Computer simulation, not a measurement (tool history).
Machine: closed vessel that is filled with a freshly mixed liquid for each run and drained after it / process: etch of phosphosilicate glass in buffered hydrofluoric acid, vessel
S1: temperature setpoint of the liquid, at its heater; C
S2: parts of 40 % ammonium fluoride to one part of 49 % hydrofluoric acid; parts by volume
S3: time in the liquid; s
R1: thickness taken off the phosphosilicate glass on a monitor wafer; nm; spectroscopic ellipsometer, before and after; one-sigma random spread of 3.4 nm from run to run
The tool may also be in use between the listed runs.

run 1 hour=0 | S1=23 S2=13 S3=90 | R1=397.07
run 2 hour=5.8 | S1=25 S2=13 S3=90 | R1=446.11
run 3 hour=6.9 | S1=28.5 S2=13 S3=90 | R1=543.43
run 4 hour=8.7 | S1=27.5 S2=13 S3=90 | R1=513.18
run 5 hour=15.2 | S1=27 S2=13 S3=90 | R1=497.35
run 6 hour=19.2 | S1=27 S2=11 S3=90 | R1=581.33
run 7 hour=23.4 | S1=26 S2=11 S3=90 | R1=550.84
run 8 hour=28 | S1=25 S2=11 S3=90 | R1=527.29
run 9 hour=29.4 | S1=24.5 S2=11 S3=90 | R1=508.96

Run 10 has not been measured yet. What should we expect?
run 10 hour=36.2 | S1=24 S2=11 S3=90 | R1=?

{"run 10": {"R1": 492.62}}
